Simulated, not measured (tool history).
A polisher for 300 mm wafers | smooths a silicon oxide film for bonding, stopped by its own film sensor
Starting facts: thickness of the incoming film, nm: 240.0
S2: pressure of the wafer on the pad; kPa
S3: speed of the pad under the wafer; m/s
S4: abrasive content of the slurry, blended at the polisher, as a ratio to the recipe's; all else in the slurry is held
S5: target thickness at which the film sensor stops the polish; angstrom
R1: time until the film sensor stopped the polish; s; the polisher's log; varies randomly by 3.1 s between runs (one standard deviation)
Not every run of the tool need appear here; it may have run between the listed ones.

run 1 hour=0 | flow_of_slurry_(ml/min)=295 S2=15.2 S3=0.8 S4=1 S5=2060 | R1=59.139
run 2 hour=6.2 | flow_of_slurry_(ml/min)=290 S2=12.4 S3=0.66 S4=0.95 S5=2060 | R1=84.777
run 3 hour=13.3 | flow_of_slurry_(ml/min)=290 S2=15.2 S3=0.66 S4=0.95 S5=2060 | R1=69.67
run 4 hour=14 | flow_of_slurry_(ml/min)=290 S2=11.7 S3=0.66 S4=0.95 S5=2060 | R1=89.658
run 5 hour=22.1 | flow_of_slurry_(ml/min)=290 S2=11.7 S3=0.46 S4=0.95 S5=2060 | R1=122.52
run 6 hour=25.8 | flow_of_slurry_(ml/min)=290 S2=10.3 S3=0.44 S4=0.95 S5=2060 | R1=143.8
run 7 hour=34.5 | flow_of_slurry_(ml/min)=290 S2=9.7 S3=0.44 S4=0.95 S5=2060 | R1=150.08

Expected results for the next run?
run 8 hour=35.3 | flow_of_slurry_(ml/min)=290 S2=9 S3=0.44 S4=0.95 S5=2060 | R1=?

R1: 159.08 s
